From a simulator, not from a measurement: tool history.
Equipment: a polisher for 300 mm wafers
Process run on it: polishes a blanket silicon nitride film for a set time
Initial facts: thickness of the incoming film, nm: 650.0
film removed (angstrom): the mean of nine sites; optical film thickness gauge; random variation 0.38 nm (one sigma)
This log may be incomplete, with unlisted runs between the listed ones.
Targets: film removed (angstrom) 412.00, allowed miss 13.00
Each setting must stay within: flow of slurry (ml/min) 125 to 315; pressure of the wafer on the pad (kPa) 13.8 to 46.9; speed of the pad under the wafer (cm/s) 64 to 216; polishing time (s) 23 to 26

run  hour  flow of slurry (ml/min)  pressure of the wafer on the pad (kPa)  speed of the pad under the wafer (cm/s)  polishing time (s)  film removed (angstrom)
  1   0.0                      205                                    30.3                                      140                  26                   780.61
  2   2.6                      205                                    28.3                                      138                  26                   728.70
  3   5.8                      240                                    28.3                                      138                  26                   734.87
  4   8.5                      240                                    28.3                                      138                  23                   651.71
  5  16.8                      240                                    26.9                                      138                  23                   614.00
  6  22.7                      270                                    26.9                                      138                  23                   637.87
  7  30.3                      270                                    25.5                                      138                  23                   590.69
  8  38.6                      270                                    24.1                                      138                  23                   571.84
  9  42.8                      270                                    22.8                                      138                  23                   534.82
 10  46.0                      270                                    22.1                                      138                  23                   528.50
 11  53.5                      270                                    21.4                                      138                  23                   510.54
 12  54.4                      270                                    20.7                                      138                  23                   484.46
 13  58.2                      250                                    15.9                                      138                  23                   376.84
 14  63.0                      255                                    15.9                                      138                  23                   376.82
 15  66.5                      260                                    15.9                                      138                  23                   379.85
 16  69.5                      265                                    15.9                                      138                  23                   378.62
 17  76.5                      270                                    15.9                                      138                  23                   376.92
 18  78.8                      275                                    16.5                                      138                  23                   393.93

5 next moves are on the table. One of them brings every result within its allowed miss. Which?
  A  81.1                      275                                    15.2                                      142                  24                        ?
  B  81.1                      260                                    13.8                                      146                  24                        ?
  C  81.1                      235                                    14.5                                      146                  23                        ?
  D  81.1                      290                                    13.8                                      146                  25                        ?
  E  81.1                      275                                    19.3                                      116                  24                        ?

move  film removed (angstrom)
   A                   390.95
   B                   363.67
   C                   361.33
   D                   382.51
   E                   417.97
A: its largest miss is bigger than the last run's
B: its largest miss is bigger than the last run's
C: its largest miss is bigger than the last run's
D: its largest miss is bigger than the last run's
E: in spec on every target
The move that meets every target is E.
